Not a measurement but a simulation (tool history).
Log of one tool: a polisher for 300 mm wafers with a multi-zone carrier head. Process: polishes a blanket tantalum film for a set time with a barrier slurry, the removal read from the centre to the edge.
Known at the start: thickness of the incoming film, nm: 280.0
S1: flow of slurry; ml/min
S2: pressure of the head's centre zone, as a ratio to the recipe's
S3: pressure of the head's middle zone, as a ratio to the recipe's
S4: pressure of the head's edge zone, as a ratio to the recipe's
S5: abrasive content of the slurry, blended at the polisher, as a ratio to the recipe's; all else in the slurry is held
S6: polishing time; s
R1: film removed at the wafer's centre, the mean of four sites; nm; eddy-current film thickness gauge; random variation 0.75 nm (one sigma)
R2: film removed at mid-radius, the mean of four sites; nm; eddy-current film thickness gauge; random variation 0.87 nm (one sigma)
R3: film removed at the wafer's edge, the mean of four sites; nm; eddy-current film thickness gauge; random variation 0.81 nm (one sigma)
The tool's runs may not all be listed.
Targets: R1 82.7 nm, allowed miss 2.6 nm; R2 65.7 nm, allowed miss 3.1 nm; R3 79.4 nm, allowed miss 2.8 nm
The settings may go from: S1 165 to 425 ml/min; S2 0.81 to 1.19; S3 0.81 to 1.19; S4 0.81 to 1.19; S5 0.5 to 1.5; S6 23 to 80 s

run,hour,S1,S2,S3,S4,S5,S6,R1,R2,R3
1,0,275,1,1,1,1,51,94.938,92.581,89.53
2,4.8,250,1,1,1,1,51,91.723,93.285,87.92
3,11.7,250,1,1,1,1,57,102.97,100.88,97.542
4,12.9,250,1,1,1,1,50,91.246,89.111,85.195
5,20.8,245,1,0.98,1.01,0.95,50,86.592,86.291,85.975
6,29.4,245,1,1.02,1.01,0.95,50,88.778,87.589,84.526
7,31.9,245,1.02,1,1.02,0.9,50,87.664,82.883,83.139
8,40.8,240,1.03,0.99,1.03,0.9,50,87.44,82.044,83.799
9,44.1,235,1.04,0.98,1.03,0.9,50,88.322,82.388,82.741
10,45.5,235,1.04,0.98,1.03,0.9,50,89.902,82.575,82.964
11,50.4,235,1.05,0.96,1.04,0.85,50,86.503,76.839,82.054

5 next moves are on the table. One of them brings every result within its allowed miss. Which?
A,55.3,250,0.96,0.81,1.08,0.75,52,?,?,?
B,55.3,200,1.05,0.91,1.08,0.8,51,?,?,?
C,55.3,265,1,0.84,1.13,0.65,56,?,?,?
D,55.3,305,1.1,0.88,1.16,0.7,55,?,?,?
E,55.3,225,1.09,0.86,1.15,0.7,53,?,?,?

move,R1,R2,R3
A,78.023,67.121,79
B,84.271,72.902,78.762
C,78.602,66.713,77.824
D,92.247,73.647,83.53
E,84.454,67.086,77.907
A: brings the result that was furthest off to its target, and leaves another outside
B: nearer than the last run, and not there yet
C: brings the result that was furthest off to its target, and leaves another outside
D: as far off as the last run
E: meets every target
Answer: E
